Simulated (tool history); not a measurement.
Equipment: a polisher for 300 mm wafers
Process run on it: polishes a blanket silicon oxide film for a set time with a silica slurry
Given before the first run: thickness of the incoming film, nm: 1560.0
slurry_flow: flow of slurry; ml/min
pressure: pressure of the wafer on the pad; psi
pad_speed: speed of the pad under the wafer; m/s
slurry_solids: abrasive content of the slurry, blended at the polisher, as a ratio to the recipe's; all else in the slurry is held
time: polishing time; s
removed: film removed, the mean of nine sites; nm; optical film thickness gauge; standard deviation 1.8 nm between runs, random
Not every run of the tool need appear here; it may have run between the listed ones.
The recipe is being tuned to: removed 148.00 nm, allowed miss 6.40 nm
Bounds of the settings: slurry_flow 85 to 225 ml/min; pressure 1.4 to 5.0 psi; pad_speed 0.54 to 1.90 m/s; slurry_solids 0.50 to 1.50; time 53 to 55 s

| run | hour | slurry_flow | pressure | pad_speed | slurry_solids | time | removed |
|---|---|---|---|---|---|---|---|
| 1 | 0.0 | 145 | 3.2 | 1.22 | 1.00 | 53 | 115.98 |
| 2 | 0.6 | 145 | 3.3 | 1.22 | 1.00 | 53 | 120.73 |
| 3 | 7.5 | 145 | 3.3 | 1.22 | 0.95 | 53 | 115.69 |
| 4 | 9.0 | 180 | 3.3 | 1.22 | 0.95 | 53 | 126.13 |
| 5 | 14.4 | 150 | 3.3 | 1.22 | 0.95 | 53 | 118.96 |
| 6 | 16.2 | 155 | 3.4 | 1.22 | 0.95 | 53 | 125.32 |
| 7 | 21.1 | 160 | 3.4 | 1.22 | 0.95 | 53 | 125.48 |
| 8 | 22.8 | 165 | 3.4 | 1.22 | 0.95 | 53 | 125.34 |
| 9 | 27.4 | 170 | 3.5 | 1.22 | 0.95 | 53 | 127.93 |
| 10 | 33.1 | 170 | 3.6 | 1.22 | 0.95 | 53 | 129.26 |

Pick the move, out of 4, that brings all results within their allowed miss; only one does.
| A | 38.8 | 165 | 4.0 | 1.18 | 1.00 | 53 | ? |
| B | 38.8 | 175 | 4.2 | 1.36 | 0.90 | 55 | ? |
| C | 38.8 | 145 | 3.4 | 1.46 | 0.85 | 55 | ? |
| D | 38.8 | 135 | 4.1 | 1.30 | 1.05 | 55 | ? |

| move | removed |
|---|---|
| A | 146.93 |
| B | 165.55 |
| C | 131.77 |
| D | 161.31 |
A: all results in spec
B: carries the result that was furthest off beyond its target, to the other side
C: gains on the last run, yet a result remains outside its allowed miss
D: carries the result that was furthest off beyond its target, to the other side
Move A is the one to make.
